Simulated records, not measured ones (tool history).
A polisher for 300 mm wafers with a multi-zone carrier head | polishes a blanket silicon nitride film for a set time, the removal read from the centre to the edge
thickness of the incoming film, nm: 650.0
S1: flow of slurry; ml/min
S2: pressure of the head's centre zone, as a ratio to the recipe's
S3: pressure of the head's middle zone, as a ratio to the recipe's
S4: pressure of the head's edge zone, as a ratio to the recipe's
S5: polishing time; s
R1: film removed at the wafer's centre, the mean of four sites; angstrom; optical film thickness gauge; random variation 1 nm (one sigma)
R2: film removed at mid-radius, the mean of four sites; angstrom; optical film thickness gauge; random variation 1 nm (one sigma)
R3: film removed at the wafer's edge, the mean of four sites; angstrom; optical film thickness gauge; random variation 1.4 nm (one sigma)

Run 1, hour 0.0: S1 240 ml/min, S2 1.00, S3 1.00, S4 1.00, S5 75 s. Result: R1 1701.2 angstrom, R2 1720.5 angstrom, R3 1770.8 angstrom.
Run 2, hour 2.1: S1 240 ml/min, S2 1.00, S3 1.03, S4 1.00, S5 75 s. Result: R1 1707.8 angstrom, R2 1788.3 angstrom, R3 1749.7 angstrom.
Run 3, hour 5.0: S1 240 ml/min, S2 1.00, S3 1.03, S4 0.95, S5 75 s. Result: R1 1689.0 angstrom, R2 1777.7 angstrom, R3 1733.1 angstrom.
Run 4, hour 9.5: S1 235 ml/min, S2 1.02, S3 1.00, S4 0.94, S5 65 s. Result: R1 1486.6 angstrom, R2 1512.7 angstrom, R3 1482.1 angstrom.
Run 5, hour 12.3: S1 235 ml/min, S2 1.07, S3 1.00, S4 0.94, S5 65 s. Result: R1 1555.6 angstrom, R2 1511.6 angstrom, R3 1496.4 angstrom.
At hour 20.0: slurry nozzle cleaned.
Run 6, hour 20.0: S1 235 ml/min, S2 1.07, S3 1.00, S4 1.01, S5 65 s. Result: R1 1648.0 angstrom, R2 1515.5 angstrom, R3 1551.1 angstrom.

Run 7 comes next. What will it give?
Run 7, hour 23.2: S1 235 ml/min, S2 1.07, S3 1.00, S4 1.01, S5 65 s. Result: R1 ?, R2 ?, R3 ?.

Run 7 gave R1 1611.3 angstrom, R2 1512.4 angstrom, R3 1562.8 angstrom.
